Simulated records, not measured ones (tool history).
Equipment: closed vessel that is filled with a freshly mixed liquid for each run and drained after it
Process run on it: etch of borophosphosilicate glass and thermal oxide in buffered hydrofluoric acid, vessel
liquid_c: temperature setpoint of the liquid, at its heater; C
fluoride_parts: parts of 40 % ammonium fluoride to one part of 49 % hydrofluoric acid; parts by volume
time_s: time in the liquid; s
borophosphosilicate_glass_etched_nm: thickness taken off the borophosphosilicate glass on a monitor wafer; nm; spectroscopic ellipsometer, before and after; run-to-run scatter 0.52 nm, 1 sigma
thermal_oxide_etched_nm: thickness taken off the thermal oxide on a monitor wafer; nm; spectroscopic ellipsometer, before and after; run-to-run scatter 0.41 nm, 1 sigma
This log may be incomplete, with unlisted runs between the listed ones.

run,hour,liquid_c,fluoride_parts,time_s,borophosphosilicate_glass_etched_nm,thermal_oxide_etched_nm
1,0,21,10.5,60,57.583,52.284
2,8.1,19.5,10.5,60,53.315,48.136
3,15.7,19.5,12.5,60,44.272,40.652
4,18,19.5,12.5,80,58.919,54.418
5,24.6,19.5,10,80,73.059,67.192
6,27.5,20.5,10,80,77.455,71.068

Run 7, settings as shown, results not yet in. Your forecast:
7,35.6,21,10,80,?,?

Run 7 produced borophosphosilicate_glass_etched_nm 80.217 nm, thermal_oxide_etched_nm 72.521 nm.
